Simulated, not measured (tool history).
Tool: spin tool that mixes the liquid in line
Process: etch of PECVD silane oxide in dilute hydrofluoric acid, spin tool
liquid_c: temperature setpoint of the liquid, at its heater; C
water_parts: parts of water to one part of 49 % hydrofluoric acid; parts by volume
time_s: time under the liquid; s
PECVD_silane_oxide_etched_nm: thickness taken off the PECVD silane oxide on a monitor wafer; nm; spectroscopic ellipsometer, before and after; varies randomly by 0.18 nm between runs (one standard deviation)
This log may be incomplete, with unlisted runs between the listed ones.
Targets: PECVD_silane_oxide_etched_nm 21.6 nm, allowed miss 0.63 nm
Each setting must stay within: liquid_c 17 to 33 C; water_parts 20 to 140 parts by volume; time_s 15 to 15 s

Run 1, hour 0: liquid_c 25 C, water_parts 75 parts by volume, time_s 15 s. Result: PECVD_silane_oxide_etched_nm 9.0872 nm.
Run 2, hour 2.4: liquid_c 21.5 C, water_parts 75 parts by volume, time_s 15 s. Result: PECVD_silane_oxide_etched_nm 7.7126 nm.
Run 3, hour 8.1: liquid_c 22.5 C, water_parts 70 parts by volume, time_s 15 s. Result: PECVD_silane_oxide_etched_nm 8.8523 nm.
Run 4, hour 14.2: liquid_c 23.5 C, water_parts 65 parts by volume, time_s 15 s. Result: PECVD_silane_oxide_etched_nm 9.9361 nm.
Run 5, hour 20.9: liquid_c 24.5 C, water_parts 65 parts by volume, time_s 15 s. Result: PECVD_silane_oxide_etched_nm 10.414 nm.
Run 6, hour 23: liquid_c 25.5 C, water_parts 65 parts by volume, time_s 15 s. Result: PECVD_silane_oxide_etched_nm 10.833 nm.
Run 7, hour 31: liquid_c 25.5 C, water_parts 65 parts by volume, time_s 15 s. Result: PECVD_silane_oxide_etched_nm 10.78 nm.
Run 8, hour 33.4: liquid_c 26 C, water_parts 60 parts by volume, time_s 15 s. Result: PECVD_silane_oxide_etched_nm 11.912 nm.
Run 9, hour 40.8: liquid_c 26.5 C, water_parts 60 parts by volume, time_s 15 s. Result: PECVD_silane_oxide_etched_nm 12.192 nm.
Run 10, hour 45.7: liquid_c 27 C, water_parts 60 parts by volume, time_s 15 s. Result: PECVD_silane_oxide_etched_nm 12.552 nm.
Run 11, hour 49.1: liquid_c 27.5 C, water_parts 60 parts by volume, time_s 15 s. Result: PECVD_silane_oxide_etched_nm 12.703 nm.
Run 12, hour 53.9: liquid_c 28 C, water_parts 60 parts by volume, time_s 15 s. Result: PECVD_silane_oxide_etched_nm 12.851 nm.
Run 13, hour 57.2: liquid_c 28.5 C, water_parts 60 parts by volume, time_s 15 s. Result: PECVD_silane_oxide_etched_nm 13.217 nm.
Run 14, hour 58.4: liquid_c 29 C, water_parts 60 parts by volume, time_s 15 s. Result: PECVD_silane_oxide_etched_nm 13.517 nm.
Run 15, hour 59: liquid_c 33 C, water_parts 35 parts by volume, time_s 15 s. Result: PECVD_silane_oxide_etched_nm 28.313 nm.

Below are 4 possible settings for the next run. Only one of them brings all results inside the allowed miss of their targets. Which is it?
Run A, hour 59.6: liquid_c 32 C, water_parts 40 parts by volume, time_s 15 s. Result: PECVD_silane_oxide_etched_nm ?.
Run B, hour 59.6: liquid_c 33 C, water_parts 45 parts by volume, time_s 15 s. Result: PECVD_silane_oxide_etched_nm ?.
Run C, hour 59.6: liquid_c 32.5 C, water_parts 30 parts by volume, time_s 15 s. Result: PECVD_silane_oxide_etched_nm ?.
Run D, hour 59.6: liquid_c 31.5 C, water_parts 40 parts by volume, time_s 15 s. Result: PECVD_silane_oxide_etched_nm ?.

move  PECVD_silane_oxide_etched_nm
   A                        23.419
   B                        21.461
   C                        32.377
   D                        22.966
A: closes in on the targets versus the last run, not all within tolerance yet
B: every result lands within tolerance
C: lands further from the targets than the last run did
D: closes in on the targets versus the last run, not all within tolerance yet
B meets every target.

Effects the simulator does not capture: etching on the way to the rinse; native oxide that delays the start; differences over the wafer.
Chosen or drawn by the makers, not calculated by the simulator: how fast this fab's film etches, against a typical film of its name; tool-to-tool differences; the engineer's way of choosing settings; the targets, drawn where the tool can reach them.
